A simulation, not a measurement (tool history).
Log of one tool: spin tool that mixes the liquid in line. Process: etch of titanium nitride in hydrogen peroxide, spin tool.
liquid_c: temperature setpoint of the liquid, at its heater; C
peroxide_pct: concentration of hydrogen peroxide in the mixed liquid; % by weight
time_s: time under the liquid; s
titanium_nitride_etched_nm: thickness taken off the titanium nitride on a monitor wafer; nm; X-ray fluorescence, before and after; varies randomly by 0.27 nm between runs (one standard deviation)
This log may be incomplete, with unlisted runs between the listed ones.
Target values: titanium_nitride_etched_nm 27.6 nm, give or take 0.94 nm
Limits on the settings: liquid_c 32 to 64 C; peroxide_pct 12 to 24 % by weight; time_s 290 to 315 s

run	hour	liquid_c	peroxide_pct	time_s	titanium_nitride_etched_nm
1	0	48	16	290	18.541
2	6.8	48	13.5	290	17.819
3	13.6	49.5	13.5	290	19.749
4	15.5	43.5	13.5	290	12.704
5	16.5	46	13.5	290	15.106
6	20	41.5	13.5	290	11.091
7	23	44.5	13.5	290	13.77
8	27	46.5	13.5	290	16.083
9	34.6	48	13.5	290	17.847
10	40	49.5	13.5	290	19.714
11	43.1	50.5	13.5	290	21.014
12	50.9	51.5	13.5	290	22.65
13	54.6	52	13.5	290	23.628
14	55.9	52.5	13.5	290	24.769
15	59.7	53	13.5	290	25.292
16	60.5	53	13.5	290	25.783
17	61.1	53.5	13.5	290	25.977

Below are 4 possible settings for the next run. Only one of them brings all results inside the allowed miss of their targets. Which is it?
A	61.7	53	18	315	?
B	61.7	56	12	290	?
C	61.7	54.5	12.5	290	?
D	61.7	53.5	16.5	315	?

move	titanium_nitride_etched_nm
A	29.642
B	30.938
C	28.095
D	30.149
A: the result that was furthest off in the last run now lies on the other side of its target
B: the result that was furthest off in the last run now lies on the other side of its target
C: all results in spec
D: the result that was furthest off in the last run now lies on the other side of its target
C meets every target.

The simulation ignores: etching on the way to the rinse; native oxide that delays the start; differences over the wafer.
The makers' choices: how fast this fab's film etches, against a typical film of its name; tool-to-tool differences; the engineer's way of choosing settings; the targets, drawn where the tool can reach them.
